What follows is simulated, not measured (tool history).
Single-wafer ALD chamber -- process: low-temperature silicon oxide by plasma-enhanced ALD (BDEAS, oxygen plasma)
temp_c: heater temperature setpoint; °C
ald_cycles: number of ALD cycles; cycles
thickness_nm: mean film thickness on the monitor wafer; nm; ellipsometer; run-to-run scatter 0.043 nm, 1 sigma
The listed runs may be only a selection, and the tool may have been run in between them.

run 1 hour=0.0 | temp_c=85 ald_cycles=60 | thickness_nm=9.0743
run 2 hour=7.1 | temp_c=85 ald_cycles=53 | thickness_nm=8.0819
run 3 hour=9.3 | temp_c=85 ald_cycles=47 | thickness_nm=7.1480
run 4 hour=13.1 | temp_c=85 ald_cycles=51 | thickness_nm=7.7953
run 5 hour=18.1 | temp_c=92 ald_cycles=51 | thickness_nm=7.4900
run 6 hour=26.6 | temp_c=98 ald_cycles=51 | thickness_nm=7.3092
run 7 hour=29.6 | temp_c=90 ald_cycles=54 | thickness_nm=8.0275
run 8 hour=30.2 | temp_c=84 ald_cycles=57 | thickness_nm=8.6511
run 9 hour=33.7 | temp_c=79 ald_cycles=59 | thickness_nm=9.1583

Predict the results of run 10:
run 10 hour=40.6 | temp_c=76 ald_cycles=60 | thickness_nm=?

{"run 10": {"thickness_nm": 9.465}}
